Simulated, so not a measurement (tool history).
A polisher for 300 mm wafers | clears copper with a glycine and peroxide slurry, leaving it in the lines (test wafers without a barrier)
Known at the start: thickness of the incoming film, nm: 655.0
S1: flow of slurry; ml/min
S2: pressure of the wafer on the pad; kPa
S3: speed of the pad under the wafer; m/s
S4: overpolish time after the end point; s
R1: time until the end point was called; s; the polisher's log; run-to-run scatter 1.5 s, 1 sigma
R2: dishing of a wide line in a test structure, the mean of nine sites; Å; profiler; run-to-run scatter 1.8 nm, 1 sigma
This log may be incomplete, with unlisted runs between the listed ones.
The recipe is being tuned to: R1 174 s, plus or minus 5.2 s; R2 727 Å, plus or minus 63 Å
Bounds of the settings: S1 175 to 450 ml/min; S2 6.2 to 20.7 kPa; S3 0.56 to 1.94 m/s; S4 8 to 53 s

| run | hour | S1 | S2 | S3 | S4 | R1 | R2 |
|---|---|---|---|---|---|---|---|
| 1 | 0 | 290 | 13.1 | 1.24 | 27 | 122.17 | 639.47 |
| 2 | 7.9 | 290 | 11.7 | 1.24 | 30 | 129.71 | 647.23 |
| 3 | 14.9 | 290 | 13.1 | 1.24 | 30 | 120.99 | 678.6 |
| 4 | 17.3 | 290 | 11.7 | 1.24 | 33 | 132.38 | 683.22 |
| 5 | 18 | 355 | 11.7 | 1.24 | 33 | 130.62 | 692.8 |
|  | 23.5 | worn pad replaced by a new one |
| 6 | 23.5 | 355 | 11.7 | 1.24 | 29 | 114.63 | 713.11 |
| 7 | 28.2 | 355 | 11 | 1.22 | 32 | 122.18 | 706.09 |
| 8 | 33.2 | 340 | 10.3 | 1.2 | 35 | 127.74 | 719.51 |
| 9 | 40.1 | 320 | 9.7 | 1.14 | 38 | 140.5 | 717.86 |
| 10 | 45.7 | 305 | 9 | 1.12 | 40 | 150.37 | 739.18 |
| 11 | 50.1 | 290 | 9 | 1.12 | 41 | 151.88 | 769.68 |
| 12 | 57 | 270 | 6.2 | 1.12 | 41 | 183.65 | 667.3 |
| 13 | 63.6 | 275 | 6.2 | 1.12 | 42 | 186.16 | 665.71 |
| 14 | 66.5 | 275 | 7.6 | 1.12 | 45 | 164.46 | 741.74 |
| 15 | 73.9 | 270 | 7.6 | 1.12 | 45 | 168.04 | 720.79 |

5 candidate next runs follow, results not yet known. Just one meets every target within its allowed miss. Identify it.
| A | 81.3 | 265 | 6.9 | 1.3 | 47 | ? | ? |
| B | 81.3 | 350 | 6.9 | 1.18 | 44 | ? | ? |
| C | 81.3 | 290 | 6.9 | 1.26 | 39 | ? | ? |
| D | 81.3 | 315 | 9 | 1 | 34 | ? | ? |
| E | 81.3 | 265 | 8.3 | 0.98 | 45 | ? | ? |

| move | R1 | R2 |
|---|---|---|
| A | 157.89 | 760.89 |
| B | 166.28 | 731.3 |
| C | 160.56 | 694.32 |
| D | 161.58 | 660.94 |
| E | 173.26 | 744.24 |
A: the biggest miss grows against the last run
B: the biggest miss grows against the last run
C: the biggest miss grows against the last run
D: the biggest miss grows against the last run
E: every result within its allowed miss
E meets every target.
